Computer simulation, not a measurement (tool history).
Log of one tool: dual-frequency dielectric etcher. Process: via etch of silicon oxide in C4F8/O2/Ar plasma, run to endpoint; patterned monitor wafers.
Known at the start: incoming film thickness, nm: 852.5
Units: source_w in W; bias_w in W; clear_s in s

{"run": 1, "hour": 0.0, "source_w": 2060, "bias_w": 1524, "clear_s": 169.02}
{"run": 2, "hour": 1.5, "source_w": 2060, "bias_w": 1349, "clear_s": 173.2}
{"run": 3, "hour": 8.3, "source_w": 2000, "bias_w": 1335, "clear_s": 174.32}
{"run": 4, "hour": 14.9, "source_w": 2000, "bias_w": 1589, "clear_s": 167.3}
{"run": 5, "hour": 16.7, "source_w": 1920, "bias_w": 1560, "clear_s": 170.15}
{"run": 6, "hour": 24.1, "source_w": 2280, "bias_w": 1560, "clear_s": 162.54}
{"run": 7, "hour": 26.1, "source_w": 2170, "bias_w": 1511, "clear_s": 167.51}
{"run": 8, "hour": 31.9, "source_w": 1750, "bias_w": 1352, "clear_s": 182.55}
{"run": 9, "hour": 34.5, "source_w": 1720, "bias_w": 1343, "clear_s": 182.72}

Forecast run 10:
{"run": 10, "hour": 36.3, "source_w": 1720, "bias_w": 1343, "clear_s": "?"}

Run 10 gave clear_s 183.5 s.
